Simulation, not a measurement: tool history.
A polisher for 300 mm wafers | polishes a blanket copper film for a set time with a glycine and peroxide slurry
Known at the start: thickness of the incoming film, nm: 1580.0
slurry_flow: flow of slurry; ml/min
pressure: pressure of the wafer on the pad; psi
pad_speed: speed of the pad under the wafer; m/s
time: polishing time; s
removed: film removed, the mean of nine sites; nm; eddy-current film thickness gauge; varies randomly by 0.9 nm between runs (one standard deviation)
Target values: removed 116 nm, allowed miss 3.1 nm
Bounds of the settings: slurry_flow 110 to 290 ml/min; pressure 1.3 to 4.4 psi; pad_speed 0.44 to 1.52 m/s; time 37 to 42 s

run,hour,slurry_flow,pressure,pad_speed,time,removed
1,0,185,2.8,0.98,42,195.4
2,1.3,185,2.8,0.76,42,161.3
3,5.2,160,2.8,0.76,42,158.41
4,13.8,160,2.8,0.76,37,137.36
5,19.6,135,2.8,0.76,37,136.23
6,22.6,135,3.5,0.76,37,162.62
7,28.8,125,2.7,0.74,37,126.61
8,33.2,120,2.6,0.74,37,122.46

Which of these 4 next moves meets every target?
A,37.6,110,2.5,0.66,38,?
B,37.6,140,2.5,0.7,40,?
C,37.6,150,2.6,0.54,42,?
D,37.6,160,3,0.54,41,?

move,removed
A,112.38
B,129.38
C,117.14
D,128.02
A: pushes the last run's worst result past its target
B: lands further from the targets than the last run did
C: all results land within tolerance of their targets
D: lands further from the targets than the last run did
The move that meets every target is C.
